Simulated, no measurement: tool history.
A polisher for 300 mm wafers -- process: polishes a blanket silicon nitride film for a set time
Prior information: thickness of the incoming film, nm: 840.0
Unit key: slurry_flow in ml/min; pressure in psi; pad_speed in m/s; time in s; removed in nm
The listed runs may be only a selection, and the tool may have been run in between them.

run	hour	slurry_flow	pressure	pad_speed	time	removed
1	0.0	170	4.1	1.06	44	95.753
2	6.6	170	4.1	1.06	47	102.550
3	13.2	170	4.1	0.92	47	91.461
4	20.3	170	4.0	0.92	47	90.532
5	25.6	195	4.0	0.92	47	90.986
6	27.4	195	4.0	0.92	47	93.262
7	29.0	190	3.9	0.92	47	90.515
8	31.5	185	3.8	0.92	47	88.205

What does the tool deliver on the next run?
9	38.2	185	3.7	0.92	47	?

{"run 9": {"removed": 87.04}}
